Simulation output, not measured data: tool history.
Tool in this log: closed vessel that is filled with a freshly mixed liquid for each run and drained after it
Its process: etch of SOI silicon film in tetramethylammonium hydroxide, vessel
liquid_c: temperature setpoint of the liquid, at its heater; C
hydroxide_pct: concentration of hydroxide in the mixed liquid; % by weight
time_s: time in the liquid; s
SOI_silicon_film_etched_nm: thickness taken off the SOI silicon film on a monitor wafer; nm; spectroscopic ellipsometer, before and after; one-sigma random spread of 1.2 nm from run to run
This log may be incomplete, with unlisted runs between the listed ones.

run	hour	liquid_c	hydroxide_pct	time_s	SOI_silicon_film_etched_nm
1	0	59	10.5	35	151.81
2	4.2	58.5	10.5	35	145.79
3	10.2	58.5	10.5	35	145.8
4	13.6	62	10.5	35	184.08
5	15.1	61	10.5	35	172.41
6	21.8	61	9.5	35	176.13

Expected results for the next run?
7	26.8	60	9.5	35	?

{"run 7": {"SOI_silicon_film_etched_nm": 166.32}}

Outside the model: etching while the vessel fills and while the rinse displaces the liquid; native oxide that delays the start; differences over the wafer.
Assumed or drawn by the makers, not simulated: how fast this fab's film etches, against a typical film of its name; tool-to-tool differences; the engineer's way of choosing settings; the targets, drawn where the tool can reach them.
